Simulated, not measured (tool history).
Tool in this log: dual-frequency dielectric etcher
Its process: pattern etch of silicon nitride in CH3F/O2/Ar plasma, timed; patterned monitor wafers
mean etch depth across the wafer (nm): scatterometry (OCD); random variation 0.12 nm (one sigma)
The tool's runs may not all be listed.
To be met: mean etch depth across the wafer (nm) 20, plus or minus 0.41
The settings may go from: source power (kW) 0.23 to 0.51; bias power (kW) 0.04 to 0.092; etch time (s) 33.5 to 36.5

run    day  source power (kW)  bias power (kW)  etch time (s)  mean etch depth across the wafer (nm)
  1      0               0.37            0.066           36.5                                 23.562
  2  0.246               0.34            0.064           36.5                                 22.502
  3  0.383               0.34            0.064           36.5                                 22.254
  4  0.658               0.34            0.075           36.5                                 23.522
  5  0.862               0.34            0.082           36.5                                 24.465
  6  1.017               0.31            0.078             36                                 22.448
  7  1.308               0.29            0.078             36                                 21.664
  8  1.579               0.23            0.076             36                                 18.559
     1.838  -- source power generator calibrated
  9  1.838               0.27            0.077             36                                  20.42

Exercise: of the 5 proposed moves below, exactly one satisfies all targets within the stated allowed misses. Which move is it?
  A  2.096               0.27            0.074           34.5                                      ?
  B  2.096               0.27            0.079             35                                      ?
  C  2.096               0.25             0.09           36.5                                      ?
  D  2.096               0.28            0.077           36.5                                      ?
  E  2.096               0.24            0.073           36.5                                      ?

move  mean etch depth across the wafer (nm)
   A                                 19.316
   B                                 20.106
   C                                  21.08
   D                                 21.208
   E                                 18.895
A: carries the result that was furthest off beyond its target, to the other side
B: every result within its allowed miss
C: its largest miss is bigger than the last run's
D: its largest miss is bigger than the last run's
E: carries the result that was furthest off beyond its target, to the other side
So the answer is move B, the one that meets all the targets.
